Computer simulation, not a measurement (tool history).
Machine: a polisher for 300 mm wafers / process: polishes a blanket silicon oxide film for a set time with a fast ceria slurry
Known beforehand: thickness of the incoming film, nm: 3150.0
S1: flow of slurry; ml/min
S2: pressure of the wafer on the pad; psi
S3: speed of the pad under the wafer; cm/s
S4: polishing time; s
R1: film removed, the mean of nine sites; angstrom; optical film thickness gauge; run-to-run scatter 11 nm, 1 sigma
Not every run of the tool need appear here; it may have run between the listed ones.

Run 1, hour 0.0: S1 125 ml/min, S2 2.3 psi, S3 90 cm/s, S4 110 s. Result: R1 12211.0 angstrom.
Run 2, hour 6.3: S1 125 ml/min, S2 2.3 psi, S3 72 cm/s, S4 110 s. Result: R1 9703.1 angstrom.
Run 3, hour 7.1: S1 125 ml/min, S2 2.3 psi, S3 72 cm/s, S4 110 s. Result: R1 9782.7 angstrom.
Run 4, hour 8.1: S1 100 ml/min, S2 2.3 psi, S3 72 cm/s, S4 110 s. Result: R1 9280.2 angstrom.
Run 5, hour 9.9: S1 75 ml/min, S2 2.3 psi, S3 72 cm/s, S4 110 s. Result: R1 8406.1 angstrom.
Run 6, hour 17.6: S1 95 ml/min, S2 2.5 psi, S3 72 cm/s, S4 110 s. Result: R1 10012.0 angstrom.
Run 7, hour 19.9: S1 110 ml/min, S2 2.6 psi, S3 72 cm/s, S4 110 s. Result: R1 10728.0 angstrom.
Run 8, hour 27.7: S1 125 ml/min, S2 2.7 psi, S3 72 cm/s, S4 110 s. Result: R1 11477.0 angstrom.
Run 9, hour 35.6: S1 135 ml/min, S2 2.8 psi, S3 72 cm/s, S4 110 s. Result: R1 12191.0 angstrom.
Run 10, hour 41.6: S1 145 ml/min, S2 2.9 psi, S3 72 cm/s, S4 110 s. Result: R1 12685.0 angstrom.
Run 11, hour 49.6: S1 145 ml/min, S2 2.9 psi, S3 72 cm/s, S4 110 s. Result: R1 12667.0 angstrom.
Run 12, hour 54.1: S1 150 ml/min, S2 3.0 psi, S3 72 cm/s, S4 110 s. Result: R1 13100.0 angstrom.

What does the tool deliver on the next run?
Run 13, hour 56.3: S1 155 ml/min, S2 3.1 psi, S3 72 cm/s, S4 110 s. Result: R1 ?.

R1: 13716.0 angstrom
